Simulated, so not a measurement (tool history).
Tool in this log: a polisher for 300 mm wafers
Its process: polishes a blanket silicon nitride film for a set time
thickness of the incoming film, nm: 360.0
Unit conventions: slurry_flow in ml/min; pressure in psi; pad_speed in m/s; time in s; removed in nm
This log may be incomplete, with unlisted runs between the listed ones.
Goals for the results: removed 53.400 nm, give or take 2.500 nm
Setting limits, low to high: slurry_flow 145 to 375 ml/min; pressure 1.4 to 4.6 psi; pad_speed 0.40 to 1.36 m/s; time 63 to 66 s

| run | hour | slurry_flow | pressure | pad_speed | time | removed |
|---|---|---|---|---|---|---|
| 1 | 0.0 | 240 | 3.0 | 0.88 | 63 | 77.276 |
| 2 | 1.7 | 240 | 3.4 | 0.88 | 63 | 86.914 |
| 3 | 5.3 | 240 | 2.9 | 0.86 | 63 | 73.326 |
| 4 | 5.9 | 240 | 2.9 | 0.86 | 66 | 77.387 |
| 5 | 12.7 | 240 | 3.6 | 0.86 | 66 | 91.341 |
| 6 | 19.6 | 240 | 3.0 | 0.84 | 66 | 76.617 |
| 7 | 26.6 | 240 | 2.6 | 0.82 | 66 | 68.004 |
| 8 | 29.5 | 240 | 2.4 | 0.82 | 66 | 62.996 |

4 candidate next runs follow, results not yet known. Just one meets every target within its allowed miss. Identify it.
| A | 32.4 | 240 | 2.0 | 0.84 | 63 | ? |
| B | 32.4 | 210 | 2.9 | 0.74 | 64 | ? |
| C | 32.4 | 260 | 2.8 | 0.88 | 66 | ? |
| D | 32.4 | 265 | 2.8 | 0.80 | 66 | ? |

| move | removed |
|---|---|
| A | 52.357 |
| B | 64.392 |
| C | 75.487 |
| D | 70.841 |
A: hits every target within its allowed miss
B: the biggest miss grows against the last run
C: the biggest miss grows against the last run
D: the biggest miss grows against the last run
So the answer is move A, the one that meets all the targets.
